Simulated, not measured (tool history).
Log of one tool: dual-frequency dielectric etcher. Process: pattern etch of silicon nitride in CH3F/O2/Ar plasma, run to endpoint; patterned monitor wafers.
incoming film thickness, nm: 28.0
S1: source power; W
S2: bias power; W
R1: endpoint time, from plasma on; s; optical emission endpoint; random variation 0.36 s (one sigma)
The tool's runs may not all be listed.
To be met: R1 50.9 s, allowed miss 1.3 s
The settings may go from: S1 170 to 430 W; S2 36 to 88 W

| run | hour | S1 | S2 | R1 |
|---|---|---|---|---|
| 1 | 0 | 300 | 62 | 44.091 |
| 2 | 7.8 | 280 | 61 | 46.295 |
| 3 | 8.9 | 270 | 61 | 47.031 |
| 4 | 12.5 | 260 | 61 | 47.605 |
| 5 | 19 | 260 | 66 | 46.133 |
| 6 | 27.1 | 300 | 66 | 42.806 |
| 7 | 33 | 280 | 65 | 44.909 |
| 8 | 37.4 | 270 | 64 | 46.317 |
| 9 | 45.1 | 260 | 64 | 47.002 |
| 10 | 50.8 | 250 | 64 | 48.523 |
| 11 | 56 | 240 | 64 | 49.633 |

4 next moves are on the table. One of them brings every result within its allowed miss. Which?
| A | 61.2 | 220 | 69 | ? |
| B | 61.2 | 240 | 71 | ? |
| C | 61.2 | 240 | 69 | ? |
| D | 61.2 | 230 | 75 | ? |

| move | R1 |
|---|---|
| A | 51.049 |
| B | 47.928 |
| C | 48.377 |
| D | 48.301 |
A: meets every target
B: further off than the last run
C: further off than the last run
D: further off than the last run
Answer: A
